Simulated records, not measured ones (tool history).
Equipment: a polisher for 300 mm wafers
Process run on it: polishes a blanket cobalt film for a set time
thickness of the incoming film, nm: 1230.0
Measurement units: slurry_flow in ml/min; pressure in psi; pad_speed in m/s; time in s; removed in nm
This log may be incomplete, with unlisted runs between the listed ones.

run	hour	slurry_flow	pressure	pad_speed	time	removed
1	0.0	205	2.3	1.10	21	110.420
2	0.6	205	2.3	1.36	21	129.620
3	8.0	170	2.3	1.36	21	126.270
4	14.2	205	2.3	1.36	21	131.260
5	14.8	205	2.3	1.12	21	111.180
6	16.0	205	2.2	1.12	21	108.400
7	20.4	205	2.1	1.12	21	102.820
8	24.0	205	2.0	1.12	21	99.960

What will run 9 give?
9	26.3	205	1.9	1.12	21	?

{"run 9": {"removed": 95.952}}
